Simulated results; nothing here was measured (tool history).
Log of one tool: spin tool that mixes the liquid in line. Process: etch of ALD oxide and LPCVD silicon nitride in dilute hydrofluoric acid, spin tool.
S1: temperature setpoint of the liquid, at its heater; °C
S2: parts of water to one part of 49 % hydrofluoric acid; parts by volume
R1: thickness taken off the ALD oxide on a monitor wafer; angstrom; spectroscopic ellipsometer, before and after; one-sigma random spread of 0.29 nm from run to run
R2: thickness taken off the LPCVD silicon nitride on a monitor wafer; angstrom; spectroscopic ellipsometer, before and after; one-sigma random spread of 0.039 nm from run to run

{"run": 1, "hour": 0.0, "S1": 23.0, "S2": 230, "time under the liquid (s)": 180, "R1": 196.39, "R2": 3.717}
{"run": 2, "hour": 5.7, "S1": 23.0, "S2": 190, "time under the liquid (s)": 180, "R1": 247.49, "R2": 4.4957}
{"run": 3, "hour": 12.4, "S1": 23.0, "S2": 260, "time under the liquid (s)": 180, "R1": 167.52, "R2": 3.1682}
{"run": 4, "hour": 16.0, "S1": 21.0, "S2": 260, "time under the liquid (s)": 180, "R1": 157.13, "R2": 2.7882}
{"run": 5, "hour": 19.4, "S1": 22.0, "S2": 240, "time under the liquid (s)": 180, "R1": 179.5, "R2": 2.8069}
{"run": 6, "hour": 20.6, "S1": 19.5, "S2": 240, "time under the liquid (s)": 180, "R1": 161.31, "R2": 2.6583}
{"run": 7, "hour": 23.8, "S1": 21.5, "S2": 225, "time under the liquid (s)": 180, "R1": 189.68, "R2": 3.5459}
{"run": 8, "hour": 32.4, "S1": 25.0, "S2": 135, "time under the liquid (s)": 175, "R1": 387.28, "R2": 7.1528}

For run 9, what comes out?
{"run": 9, "hour": 33.3, "S1": 25.0, "S2": 135, "time under the liquid (s)": 175, "R1": "?", "R2": "?"}

Run 9 gave R1 386.55 angstrom, R2 6.8526 angstrom.
